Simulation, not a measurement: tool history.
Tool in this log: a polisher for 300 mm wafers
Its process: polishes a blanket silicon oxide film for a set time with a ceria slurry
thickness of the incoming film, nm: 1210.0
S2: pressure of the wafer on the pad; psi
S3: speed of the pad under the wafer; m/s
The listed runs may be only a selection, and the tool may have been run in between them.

{"run": 1, "hour": 0.0, "flow of slurry (ml/min)": 170, "S2": 2.8, "S3": 1.2, "polishing time (s)": 55, "film removed (nm)": 229.07}
{"run": 2, "hour": 0.8, "flow of slurry (ml/min)": 170, "S2": 2.8, "S3": 1.38, "polishing time (s)": 55, "film removed (nm)": 269.58}
{"run": 3, "hour": 2.4, "flow of slurry (ml/min)": 160, "S2": 2.4, "S3": 1.22, "polishing time (s)": 55, "film removed (nm)": 202.14}
{"run": 4, "hour": 5.3, "flow of slurry (ml/min)": 160, "S2": 2.4, "S3": 1.08, "polishing time (s)": 55, "film removed (nm)": 179.3}
{"run": 5, "hour": 6.4, "flow of slurry (ml/min)": 155, "S2": 2.1, "S3": 1, "polishing time (s)": 55, "film removed (nm)": 145.22}
{"run": 6, "hour": 8.6, "flow of slurry (ml/min)": 150, "S2": 1.9, "S3": 0.96, "polishing time (s)": 55, "film removed (nm)": 128.38}
{"run": 7, "hour": 10.1, "flow of slurry (ml/min)": 145, "S2": 1.7, "S3": 0.94, "polishing time (s)": 55, "film removed (nm)": 111.16}
{"run": 8, "hour": 18.3, "flow of slurry (ml/min)": 135, "S2": 1.6, "S3": 0.94, "polishing time (s)": 55, "film removed (nm)": 105.12}
{"run": 9, "hour": 24.5, "flow of slurry (ml/min)": 125, "S2": 1.6, "S3": 0.94, "polishing time (s)": 55, "film removed (nm)": 106.35}
{"run": 10, "hour": 31.7, "flow of slurry (ml/min)": 125, "S2": 1.5, "S3": 0.94, "polishing time (s)": 55, "film removed (nm)": 96.989}

The next listed run, before its measurement:
{"run": 11, "hour": 34.4, "flow of slurry (ml/min)": 120, "S2": 1.5, "S3": 0.94, "polishing time (s)": 55, "film removed (nm)": "?"}

For run 11 the tool returned film removed (nm) 98.357.

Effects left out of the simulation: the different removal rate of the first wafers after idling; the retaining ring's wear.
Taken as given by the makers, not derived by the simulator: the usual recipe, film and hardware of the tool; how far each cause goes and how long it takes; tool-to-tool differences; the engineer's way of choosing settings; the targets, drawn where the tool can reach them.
